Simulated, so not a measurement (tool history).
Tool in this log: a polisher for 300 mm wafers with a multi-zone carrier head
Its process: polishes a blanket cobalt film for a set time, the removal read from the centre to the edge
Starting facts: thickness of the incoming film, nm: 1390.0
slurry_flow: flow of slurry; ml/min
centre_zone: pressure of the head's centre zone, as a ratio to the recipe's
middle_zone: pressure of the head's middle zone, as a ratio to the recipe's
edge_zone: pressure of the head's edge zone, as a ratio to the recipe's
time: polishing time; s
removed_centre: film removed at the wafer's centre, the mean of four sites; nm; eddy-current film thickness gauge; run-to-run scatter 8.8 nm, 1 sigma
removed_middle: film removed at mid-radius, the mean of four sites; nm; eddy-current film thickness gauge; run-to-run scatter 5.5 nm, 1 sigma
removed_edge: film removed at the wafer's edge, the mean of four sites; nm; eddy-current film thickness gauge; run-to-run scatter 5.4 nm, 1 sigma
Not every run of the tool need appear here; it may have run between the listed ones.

run,day,slurry_flow,centre_zone,middle_zone,edge_zone,time,removed_centre,removed_middle,removed_edge
1,0.000,280,1.00,1.00,1.00,69,477.75,479.40,462.72
2,0.321,285,1.01,1.02,1.01,70,486.61,497.18,468.33
3,0.375,285,1.05,1.02,1.01,70,499.22,493.07,475.75
4,0.442,340,1.05,1.02,1.01,70,516.24,496.52,474.47
5,0.662,340,1.05,1.06,1.01,70,509.23,511.43,481.62
6,0.892,340,1.06,1.07,1.01,71,522.87,529.38,476.70
7,1.133,340,1.06,1.07,1.02,72,529.31,539.58,494.25

Estimate the outcome of run 8 from the log above:
8,1.167,340,1.07,1.08,1.03,73,?,?,?

removed_centre: 542.48 nm
removed_middle: 550.18 nm
removed_edge: 504.07 nm
